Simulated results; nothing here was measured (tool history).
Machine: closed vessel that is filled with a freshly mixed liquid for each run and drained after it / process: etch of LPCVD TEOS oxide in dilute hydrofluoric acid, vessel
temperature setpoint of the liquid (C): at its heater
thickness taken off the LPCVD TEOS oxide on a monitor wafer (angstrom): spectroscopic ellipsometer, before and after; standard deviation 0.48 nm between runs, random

| run | hour | temperature setpoint of the liquid (C) | parts of water to one part of 49 % hydrofluoric acid (parts by volume) | time in the liquid (s) | thickness taken off the LPCVD TEOS oxide on a monitor wafer (angstrom) |
|---|---|---|---|---|---|
| 1 | 0 | 21 | 200 | 675 | 669.61 |
| 2 | 5.5 | 20 | 200 | 675 | 652.43 |
| 3 | 10.6 | 20 | 170 | 675 | 781.15 |
| 4 | 11.7 | 20 | 170 | 725 | 842.21 |
| 5 | 12.3 | 19 | 185 | 725 | 729.97 |
| 6 | 19.9 | 19 | 185 | 725 | 730.27 |
| 7 | 26.6 | 18.5 | 190 | 725 | 701.01 |

Run 8, settings as shown, results not yet in. Your forecast:
| 8 | 29.7 | 18 | 195 | 725 | ? |

Logged for run 8: thickness taken off the LPCVD TEOS oxide on a monitor wafer (angstrom) 663.86.
